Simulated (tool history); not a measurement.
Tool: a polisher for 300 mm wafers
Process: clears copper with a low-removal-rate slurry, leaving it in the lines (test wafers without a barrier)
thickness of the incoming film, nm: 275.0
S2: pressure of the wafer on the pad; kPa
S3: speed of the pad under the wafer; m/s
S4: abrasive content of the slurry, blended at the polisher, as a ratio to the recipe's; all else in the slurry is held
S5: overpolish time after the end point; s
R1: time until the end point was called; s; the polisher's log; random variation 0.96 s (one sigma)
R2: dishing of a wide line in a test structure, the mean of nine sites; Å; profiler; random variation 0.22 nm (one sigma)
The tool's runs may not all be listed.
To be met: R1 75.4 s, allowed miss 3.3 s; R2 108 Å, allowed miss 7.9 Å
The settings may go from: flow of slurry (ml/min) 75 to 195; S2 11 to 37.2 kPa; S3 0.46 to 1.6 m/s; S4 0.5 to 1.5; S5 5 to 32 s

{"run": 1, "hour": 0.0, "flow of slurry (ml/min)": 125, "S2": 24.1, "S3": 1.02, "S4": 1, "S5": 16, "R1": 68.626, "R2": 207.31}
{"run": 2, "hour": 4.9, "flow of slurry (ml/min)": 125, "S2": 26.9, "S3": 1.02, "S4": 1, "S5": 16, "R1": 63.083, "R2": 216.7}
{"run": 3, "hour": 13.6, "flow of slurry (ml/min)": 125, "S2": 24.8, "S3": 1.06, "S4": 1, "S5": 15, "R1": 63.997, "R2": 198.57}
{"run": 4, "hour": 16.0, "flow of slurry (ml/min)": 120, "S2": 22.8, "S3": 1.12, "S4": 0.95, "S5": 14, "R1": 65.35, "R2": 199.61}
{"run": 5, "hour": 20.7, "flow of slurry (ml/min)": 130, "S2": 21.4, "S3": 1.12, "S4": 1, "S5": 13, "R1": 68.029, "R2": 191.04}
{"run": 6, "hour": 23.9, "flow of slurry (ml/min)": 140, "S2": 20, "S3": 1.14, "S4": 1.05, "S5": 12, "R1": 70.057, "R2": 186.91}
{"run": 7, "hour": 32.7, "flow of slurry (ml/min)": 140, "S2": 20, "S3": 1.14, "S4": 1.05, "S5": 12, "R1": 67.598, "R2": 182.54}
{"run": 8, "hour": 38.9, "flow of slurry (ml/min)": 145, "S2": 18.6, "S3": 1.14, "S4": 1.1, "S5": 11, "R1": 70.947, "R2": 179.44}
{"run": 9, "hour": 42.4, "flow of slurry (ml/min)": 150, "S2": 17.9, "S3": 1.16, "S4": 1.05, "S5": 10, "R1": 70.778, "R2": 166.12}
{"run": 10, "hour": 45.5, "flow of slurry (ml/min)": 150, "S2": 17.9, "S3": 1.16, "S4": 1.05, "S5": 10, "R1": 70.721, "R2": 165.32}
{"run": 11, "hour": 53.6, "flow of slurry (ml/min)": 155, "S2": 17.2, "S3": 1.16, "S4": 1, "S5": 9, "R1": 73.161, "R2": 151.07}
{"run": 12, "hour": 61.1, "flow of slurry (ml/min)": 160, "S2": 17.2, "S3": 1.16, "S4": 0.95, "S5": 8, "R1": 73.903, "R2": 139.51}
{"run": 13, "hour": 66.0, "flow of slurry (ml/min)": 165, "S2": 17.2, "S3": 1.16, "S4": 0.95, "S5": 8, "R1": 75.134, "R2": 142.68}
{"run": 14, "hour": 69.4, "flow of slurry (ml/min)": 170, "S2": 17.2, "S3": 1.16, "S4": 0.9, "S5": 8, "R1": 74.037, "R2": 150.12}
{"run": 15, "hour": 77.9, "flow of slurry (ml/min)": 160, "S2": 16.5, "S3": 1.2, "S4": 0.85, "S5": 8, "R1": 76.421, "R2": 140.61}
{"run": 16, "hour": 83.1, "flow of slurry (ml/min)": 165, "S2": 16.5, "S3": 1.22, "S4": 0.8, "S5": 8, "R1": 76.427, "R2": 139.86}
{"run": 17, "hour": 85.2, "flow of slurry (ml/min)": 170, "S2": 16.5, "S3": 1.24, "S4": 0.75, "S5": 8, "R1": 75.956, "R2": 144.13}
{"run": 18, "hour": 87.3, "flow of slurry (ml/min)": 135, "S2": 14.5, "S3": 1.24, "S4": 1, "S5": 5, "R1": 79.807, "R2": 102.33}

4 next moves are on the table. One of them brings every result within its allowed miss. Which?
{"run": "A", "hour": 89.4, "flow of slurry (ml/min)": 130, "S2": 12.4, "S3": 1.26, "S4": 1.05, "S5": 7, "R1": "?", "R2": "?"}
{"run": "B", "hour": 89.4, "flow of slurry (ml/min)": 140, "S2": 13.8, "S3": 1.24, "S4": 1.05, "S5": 5, "R1": "?", "R2": "?"}
{"run": "C", "hour": 89.4, "flow of slurry (ml/min)": 150, "S2": 15.2, "S3": 1.2, "S4": 1.2, "S5": 5, "R1": "?", "R2": "?"}
{"run": "D", "hour": 89.4, "flow of slurry (ml/min)": 115, "S2": 13.1, "S3": 1.28, "S4": 1.2, "S5": 5, "R1": "?", "R2": "?"}

move=A R1=85.904 R2=120.76
move=B R1=80.453 R2=100.35
move=C R1=74.538 R2=106.16
move=D R1=80.808 R2=99.958
A: further off than the last run
B: further off than the last run
C: meets every target
D: further off than the last run
Answer: C

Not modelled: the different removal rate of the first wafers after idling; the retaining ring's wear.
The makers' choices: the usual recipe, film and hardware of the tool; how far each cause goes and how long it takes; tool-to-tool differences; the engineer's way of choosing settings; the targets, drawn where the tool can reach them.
